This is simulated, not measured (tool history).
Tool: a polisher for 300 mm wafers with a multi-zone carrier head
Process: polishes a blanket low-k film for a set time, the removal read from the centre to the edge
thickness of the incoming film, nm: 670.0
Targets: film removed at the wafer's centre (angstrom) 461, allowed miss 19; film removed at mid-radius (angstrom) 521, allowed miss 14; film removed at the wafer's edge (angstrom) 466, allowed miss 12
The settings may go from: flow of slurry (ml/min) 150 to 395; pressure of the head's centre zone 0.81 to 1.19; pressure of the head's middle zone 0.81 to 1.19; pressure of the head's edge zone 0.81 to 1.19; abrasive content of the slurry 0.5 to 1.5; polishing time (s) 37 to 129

run	hour	flow of slurry (ml/min)	pressure of the head's centre zone	pressure of the head's middle zone	pressure of the head's edge zone	abrasive content of the slurry	polishing time (s)	film removed at the wafer's centre (angstrom)	film removed at mid-radius (angstrom)	film removed at the wafer's edge (angstrom)
1	0	250	1	1	1	1	83	435.76	438.64	447.97
2	1.6	265	1	1.03	1	1	83	443.16	453.89	449.5
3	10.1	265	1.05	1.03	1	1	83	460.92	452.93	447.4
4	16.4	265	1.05	1.03	1	1	101	555.95	552.37	551.8
5	19.1	265	1.11	1.03	1	1	101	600.71	546.2	550.93
6	26	255	1.08	1.04	0.97	0.95	101	564.43	534.65	520.56
7	29.5	240	1.05	1.05	0.95	0.95	101	540.98	544.33	525.35
8	34.1	240	1.05	1.05	0.95	0.95	101	548.25	539.87	530.7
9	40.7	255	1.03	1.06	0.94	0.9	101	524.57	533.17	513.18
10	47.5	255	1.01	1.07	0.92	0.85	101	501.2	525.43	492.86
11	54.2	255	1	1.07	0.9	0.85	101	499.32	517.6	494.47
12	56.8	250	0.99	1.09	0.89	0.85	101	486.41	532.1	490.01
13	62.4	245	0.98	1.09	0.87	0.85	101	487.66	519.5	477.85
14	63.4	240	0.97	1.1	0.86	0.85	101	478.56	524.55	478.74
15	67.6	235	0.96	1.1	0.85	0.85	101	474.21	521.16	473.51

4 next moves are on the table. One of them brings every result within its allowed miss. Which?
A	71.8	160	0.94	1.03	0.81	0.9	108	?	?	?
B	71.8	245	0.95	1.09	0.82	0.65	114	?	?	?
C	71.8	270	0.88	1.05	0.87	0.75	109	?	?	?
D	71.8	315	0.93	1.01	0.84	0.75	110	?	?	?

move	film removed at the wafer's centre (angstrom)	film removed at mid-radius (angstrom)	film removed at the wafer's edge (angstrom)
A	469.48	523.71	493.22
B	459.22	523.19	466.94
C	442.58	530.15	493.81
D	480.38	528.82	498.85
A: brings the result that was furthest off to its target, and leaves another outside
B: meets every target
C: brings the result that was furthest off to its target, and leaves another outside
D: further off than the last run
Move B is the one to make.

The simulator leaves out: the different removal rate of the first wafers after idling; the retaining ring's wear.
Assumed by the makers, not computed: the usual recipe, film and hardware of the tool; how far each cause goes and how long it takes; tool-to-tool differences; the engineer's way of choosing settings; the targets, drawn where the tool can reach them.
